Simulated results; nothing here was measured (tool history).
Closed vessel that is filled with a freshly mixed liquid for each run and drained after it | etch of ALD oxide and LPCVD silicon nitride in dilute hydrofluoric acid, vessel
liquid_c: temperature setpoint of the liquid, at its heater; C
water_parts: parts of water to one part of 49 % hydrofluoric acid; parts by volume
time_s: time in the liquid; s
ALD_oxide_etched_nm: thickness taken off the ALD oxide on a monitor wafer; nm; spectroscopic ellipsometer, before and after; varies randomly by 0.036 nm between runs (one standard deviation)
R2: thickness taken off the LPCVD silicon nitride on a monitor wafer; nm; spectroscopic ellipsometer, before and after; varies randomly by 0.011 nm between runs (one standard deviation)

{"run": 1, "hour": 0.0, "liquid_c": 24, "water_parts": 190, "time_s": 205, "ALD_oxide_etched_nm": 27.096, "R2": 0.69924}
{"run": 2, "hour": 4.5, "liquid_c": 23.5, "water_parts": 205, "time_s": 205, "ALD_oxide_etched_nm": 24.215, "R2": 0.59088}
{"run": 3, "hour": 9.7, "liquid_c": 23.5, "water_parts": 220, "time_s": 205, "ALD_oxide_etched_nm": 22.211, "R2": 0.59171}
{"run": 4, "hour": 14.6, "liquid_c": 23, "water_parts": 230, "time_s": 205, "ALD_oxide_etched_nm": 20.584, "R2": 0.52311}
{"run": 5, "hour": 17.2, "liquid_c": 25, "water_parts": 230, "time_s": 205, "ALD_oxide_etched_nm": 22.222, "R2": 0.60576}
{"run": 6, "hour": 20.1, "liquid_c": 25, "water_parts": 280, "time_s": 205, "ALD_oxide_etched_nm": 17.315, "R2": 0.50396}

Run 7 is up next; what results do you expect?
{"run": 7, "hour": 23.6, "liquid_c": 24, "water_parts": 285, "time_s": 205, "ALD_oxide_etched_nm": "?", "R2": "?"}

{"run 7": {"ALD_oxide_etched_nm": 16.432, "R2": 0.46267}}
